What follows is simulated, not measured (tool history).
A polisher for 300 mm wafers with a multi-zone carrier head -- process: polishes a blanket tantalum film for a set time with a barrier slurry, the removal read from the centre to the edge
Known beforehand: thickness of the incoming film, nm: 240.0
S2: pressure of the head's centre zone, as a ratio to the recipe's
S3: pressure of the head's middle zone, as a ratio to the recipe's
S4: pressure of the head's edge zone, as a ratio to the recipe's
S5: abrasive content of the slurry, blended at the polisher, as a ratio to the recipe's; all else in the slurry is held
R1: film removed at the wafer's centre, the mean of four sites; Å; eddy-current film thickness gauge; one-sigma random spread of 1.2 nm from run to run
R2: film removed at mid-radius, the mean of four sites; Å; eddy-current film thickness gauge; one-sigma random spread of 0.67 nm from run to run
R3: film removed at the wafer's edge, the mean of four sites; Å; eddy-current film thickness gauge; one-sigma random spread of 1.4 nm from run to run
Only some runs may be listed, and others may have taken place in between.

Run 1, hour 0.0: flow of slurry (ml/min) 190, S2 1.00, S3 1.00, S4 1.00, S5 1.00, polishing time (s) 37. Result: R1 687.29 Å, R2 698.23 Å, R3 663.18 Å.
Run 2, hour 7.1: flow of slurry (ml/min) 190, S2 1.00, S3 1.00, S4 0.96, S5 1.00, polishing time (s) 37. Result: R1 676.65 Å, R2 704.68 Å, R3 656.26 Å.
Run 3, hour 10.8: flow of slurry (ml/min) 195, S2 1.01, S3 1.02, S4 0.98, S5 1.10, polishing time (s) 38. Result: R1 720.97 Å, R2 754.59 Å, R3 704.31 Å.
Run 4, hour 11.9: flow of slurry (ml/min) 200, S2 1.03, S3 1.04, S4 0.99, S5 1.15, polishing time (s) 39. Result: R1 767.33 Å, R2 785.67 Å, R3 734.58 Å.
Run 5, hour 19.8: flow of slurry (ml/min) 200, S2 1.07, S3 1.04, S4 0.99, S5 1.15, polishing time (s) 39. Result: R1 787.17 Å, R2 803.22 Å, R3 725.29 Å.
Run 6, hour 23.8: flow of slurry (ml/min) 245, S2 1.07, S3 1.04, S4 0.99, S5 1.15, polishing time (s) 39. Result: R1 808.26 Å, R2 817.25 Å, R3 730.98 Å.
Run 7, hour 31.7: flow of slurry (ml/min) 245, S2 1.08, S3 1.05, S4 1.00, S5 1.20, polishing time (s) 40. Result: R1 855.03 Å, R2 855.10 Å, R3 792.34 Å.
Run 8, hour 40.5: flow of slurry (ml/min) 245, S2 1.08, S3 1.05, S4 1.00, S5 1.20, polishing time (s) 40. Result: R1 840.82 Å, R2 851.92 Å, R3 779.15 Å.
Run 9, hour 47.9: flow of slurry (ml/min) 245, S2 1.09, S3 1.07, S4 1.01, S5 1.25, polishing time (s) 40. Result: R1 841.99 Å, R2 880.04 Å, R3 804.33 Å.

Run 10 comes next. What will it give?
Run 10, hour 54.9: flow of slurry (ml/min) 245, S2 1.10, S3 1.08, S4 1.01, S5 1.30, polishing time (s) 40. Result: R1 ?, R2 ?, R3 ?.

{"run 10": {"R1": 862.02, "R2": 888.7, "R3": 795.4}}
